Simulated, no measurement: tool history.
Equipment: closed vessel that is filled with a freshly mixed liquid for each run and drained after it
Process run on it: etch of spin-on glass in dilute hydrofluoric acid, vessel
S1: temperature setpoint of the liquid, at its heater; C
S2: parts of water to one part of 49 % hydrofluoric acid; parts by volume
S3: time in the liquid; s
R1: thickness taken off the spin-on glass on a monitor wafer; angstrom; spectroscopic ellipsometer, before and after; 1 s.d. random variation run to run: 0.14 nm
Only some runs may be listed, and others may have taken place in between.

| run | hour | S1 | S2 | S3 | R1 |
|---|---|---|---|---|---|
| 1 | 0.0 | 25.0 | 235 | 85 | 187.74 |
| 2 | 1.7 | 24.5 | 235 | 85 | 183.72 |
| 3 | 4.1 | 24.5 | 300 | 85 | 134.26 |
| 4 | 11.5 | 24.5 | 335 | 85 | 118.44 |
| 5 | 20.6 | 28.0 | 335 | 85 | 132.00 |
|  | 24.8 | thermometer replaced |
| 6 | 24.8 | 28.0 | 335 | 85 | 126.78 |
| 7 | 30.5 | 28.5 | 330 | 85 | 130.22 |

Run 8, settings as shown, results not yet in. Your forecast:
| 8 | 36.8 | 29.0 | 325 | 85 | ? |

Run 8 gave R1 136.22 angstrom.
